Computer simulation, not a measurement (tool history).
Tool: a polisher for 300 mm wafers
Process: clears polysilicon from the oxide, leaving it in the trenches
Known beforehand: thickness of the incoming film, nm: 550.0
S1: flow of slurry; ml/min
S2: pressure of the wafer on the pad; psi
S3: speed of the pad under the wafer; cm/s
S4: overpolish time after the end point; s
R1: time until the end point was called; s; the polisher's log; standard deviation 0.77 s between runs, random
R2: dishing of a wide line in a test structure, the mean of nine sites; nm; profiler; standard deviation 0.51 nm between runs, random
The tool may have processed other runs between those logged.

{"run": 1, "hour": 0.0, "S1": 310, "S2": 2, "S3": 112, "S4": 15, "R1": 54.119, "R2": 38.163}
{"run": 2, "hour": 6.7, "S1": 310, "S2": 1.7, "S3": 112, "S4": 15, "R1": 58.099, "R2": 38.609}
{"run": 3, "hour": 12.1, "S1": 310, "S2": 1.8, "S3": 114, "S4": 15, "R1": 55.737, "R2": 37.514}
{"run": 4, "hour": 16.0, "S1": 310, "S2": 2, "S3": 114, "S4": 15, "R1": 52.035, "R2": 38.93}
{"run": 5, "hour": 19.4, "S1": 245, "S2": 2, "S3": 114, "S4": 15, "R1": 54.443, "R2": 39.302}
{"run": 6, "hour": 26.9, "S1": 250, "S2": 2.1, "S3": 116, "S4": 15, "R1": 52.979, "R2": 38.808}
{"run": 7, "hour": 34.6, "S1": 255, "S2": 2.2, "S3": 118, "S4": 15, "R1": 49.732, "R2": 38.72}
{"run": 8, "hour": 43.4, "S1": 255, "S2": 2.3, "S3": 120, "S4": 15, "R1": 47.043, "R2": 39.226}
{"run": 9, "hour": 48.0, "S1": 255, "S2": 2.4, "S3": 120, "S4": 15, "R1": 47.34, "R2": 39.839}

Estimate the outcome of run 10 from the log above:
{"run": 10, "hour": 52.3, "S1": 255, "S2": 2.8, "S3": 130, "S4": 8, "R1": "?", "R2": "?"}

Run 10 came out at R1 38.301 s, R2 37.38 nm.
